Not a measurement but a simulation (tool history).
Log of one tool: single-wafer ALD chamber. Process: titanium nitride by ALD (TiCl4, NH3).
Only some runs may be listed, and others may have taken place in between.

run  hour  heater temperature setpoint (K)  number of ALD cycles (cycles)  NH3 pulse time (s)  mean film thickness on the monitor wafer (angstrom)
  1   0.0                           678.15                             97                2.83                                               23.465
  2   1.9                           676.15                             96                2.64                                               22.925
  3   4.6                           671.15                             96                2.64                                               23.119
  4   6.2                           674.15                             96                2.47                                               22.847
  5  10.4                           674.15                             96                2.32                                               22.884
  6  12.9                           674.15                             96                2.93                                               22.919
  7  14.2                           672.15                             96                3.05                                               22.942

The next listed run, before its measurement:
  8  22.2                           670.15                             96                2.84                                                    ?

{"run 8": {"mean film thickness on the monitor wafer (angstrom)": 22.867}}
